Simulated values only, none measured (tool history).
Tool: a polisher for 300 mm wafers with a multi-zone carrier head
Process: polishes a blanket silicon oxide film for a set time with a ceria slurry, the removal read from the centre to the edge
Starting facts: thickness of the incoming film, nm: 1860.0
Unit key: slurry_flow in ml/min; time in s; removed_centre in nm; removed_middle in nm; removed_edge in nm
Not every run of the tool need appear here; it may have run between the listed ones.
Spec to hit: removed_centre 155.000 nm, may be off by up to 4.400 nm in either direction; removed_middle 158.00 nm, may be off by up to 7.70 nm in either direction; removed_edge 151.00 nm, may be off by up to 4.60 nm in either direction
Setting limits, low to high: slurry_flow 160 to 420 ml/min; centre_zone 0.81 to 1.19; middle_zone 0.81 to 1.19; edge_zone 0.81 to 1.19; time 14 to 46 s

| run | hour | slurry_flow | centre_zone | middle_zone | edge_zone | time | removed_centre | removed_middle | removed_edge |
|---|---|---|---|---|---|---|---|---|---|
| 1 | 0.0 | 270 | 1.00 | 1.00 | 1.00 | 30 | 107.360 | 108.29 | 107.04 |
| 2 | 3.0 | 270 | 0.94 | 1.00 | 1.00 | 30 | 101.750 | 112.48 | 109.09 |
| 3 | 5.5 | 280 | 0.97 | 1.02 | 1.03 | 32 | 113.320 | 119.87 | 118.60 |
| 4 | 9.0 | 290 | 0.99 | 1.05 | 1.05 | 33 | 118.450 | 124.98 | 125.97 |
| 5 | 15.7 | 290 | 0.92 | 1.05 | 1.05 | 33 | 110.530 | 125.85 | 125.98 |
| 6 | 17.3 | 290 | 0.92 | 1.05 | 1.05 | 27 | 89.735 | 104.25 | 100.01 |
| 7 | 22.6 | 290 | 0.92 | 1.05 | 1.05 | 27 | 91.108 | 105.58 | 100.85 |
| 8 | 31.5 | 320 | 1.02 | 1.11 | 1.15 | 35 | 131.440 | 139.19 | 136.58 |
| 9 | 34.6 | 325 | 1.03 | 1.12 | 1.15 | 36 | 135.480 | 145.14 | 141.49 |
| 10 | 37.0 | 330 | 1.05 | 1.13 | 1.15 | 37 | 144.680 | 152.83 | 146.09 |

5 candidate next runs follow, results not yet known. Just one meets every target within its allowed miss. Identify it.
| A | 39.4 | 365 | 0.98 | 1.12 | 1.19 | 39 | ? | ? | ? |
| B | 39.4 | 360 | 1.02 | 1.12 | 1.13 | 39 | ? | ? | ? |
| C | 39.4 | 270 | 1.10 | 1.14 | 1.15 | 39 | ? | ? | ? |
| D | 39.4 | 290 | 1.02 | 1.14 | 1.16 | 39 | ? | ? | ? |
| E | 39.4 | 320 | 1.03 | 1.14 | 1.14 | 39 | ? | ? | ? |

| move | removed_centre | removed_middle | removed_edge |
|---|---|---|---|
| A | 141.890 | 158.06 | 156.02 |
| B | 147.550 | 157.87 | 152.42 |
| C | 154.840 | 155.67 | 150.61 |
| D | 144.590 | 156.81 | 151.97 |
| E | 147.450 | 158.20 | 151.84 |
A: its largest miss is bigger than the last run's
B: gains on the last run, yet a result remains outside its allowed miss
C: meets every target
D: neither nearer nor further off than the last run
E: gains on the last run, yet a result remains outside its allowed miss
C is the move that brings every result within its allowed miss.
